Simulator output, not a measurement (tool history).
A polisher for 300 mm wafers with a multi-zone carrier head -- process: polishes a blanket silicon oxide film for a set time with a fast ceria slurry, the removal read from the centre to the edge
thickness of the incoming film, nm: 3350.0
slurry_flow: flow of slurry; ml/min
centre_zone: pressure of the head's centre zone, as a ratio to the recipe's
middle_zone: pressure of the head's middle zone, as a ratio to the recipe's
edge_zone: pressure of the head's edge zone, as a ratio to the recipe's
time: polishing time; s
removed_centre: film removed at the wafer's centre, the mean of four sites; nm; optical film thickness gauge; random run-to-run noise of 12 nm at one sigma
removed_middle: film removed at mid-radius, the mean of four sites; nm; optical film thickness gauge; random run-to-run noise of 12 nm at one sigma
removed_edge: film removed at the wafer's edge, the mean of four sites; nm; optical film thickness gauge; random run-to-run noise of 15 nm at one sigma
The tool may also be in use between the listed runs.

{"run": 1, "hour": 0.0, "slurry_flow": 245, "centre_zone": 1.0, "middle_zone": 1.0, "edge_zone": 1.0, "time": 61, "removed_centre": 1159.1, "removed_middle": 1156.9, "removed_edge": 1171.6}
{"run": 2, "hour": 2.3, "slurry_flow": 245, "centre_zone": 1.0, "middle_zone": 1.05, "edge_zone": 1.0, "time": 61, "removed_centre": 1177.0, "removed_middle": 1194.4, "removed_edge": 1181.6}
{"run": 3, "hour": 3.4, "slurry_flow": 245, "centre_zone": 1.0, "middle_zone": 1.05, "edge_zone": 1.04, "time": 61, "removed_centre": 1174.6, "removed_middle": 1196.1, "removed_edge": 1178.7}
{"run": 4, "hour": 9.0, "slurry_flow": 245, "centre_zone": 1.0, "middle_zone": 1.05, "edge_zone": 0.98, "time": 61, "removed_centre": 1170.4, "removed_middle": 1198.5, "removed_edge": 1157.6}
{"run": 5, "hour": 16.2, "slurry_flow": 250, "centre_zone": 0.99, "middle_zone": 1.04, "edge_zone": 1.03, "time": 65, "removed_centre": 1238.4, "removed_middle": 1279.3, "removed_edge": 1283.1}
{"run": 6, "hour": 19.5, "slurry_flow": 265, "centre_zone": 0.99, "middle_zone": 1.04, "edge_zone": 1.07, "time": 67, "removed_centre": 1288.1, "removed_middle": 1308.7, "removed_edge": 1341.4}
{"run": 7, "hour": 26.1, "slurry_flow": 270, "centre_zone": 0.99, "middle_zone": 1.04, "edge_zone": 1.1, "time": 69, "removed_centre": 1340.5, "removed_middle": 1358.0, "removed_edge": 1398.6}

Forecast run 8:
{"run": 8, "hour": 30.7, "slurry_flow": 275, "centre_zone": 0.98, "middle_zone": 1.04, "edge_zone": 1.12, "time": 71, "removed_centre": "?", "removed_middle": "?", "removed_edge": "?"}

{"run 8": {"removed_centre": 1360.0, "removed_middle": 1388.8, "removed_edge": 1447.4}}
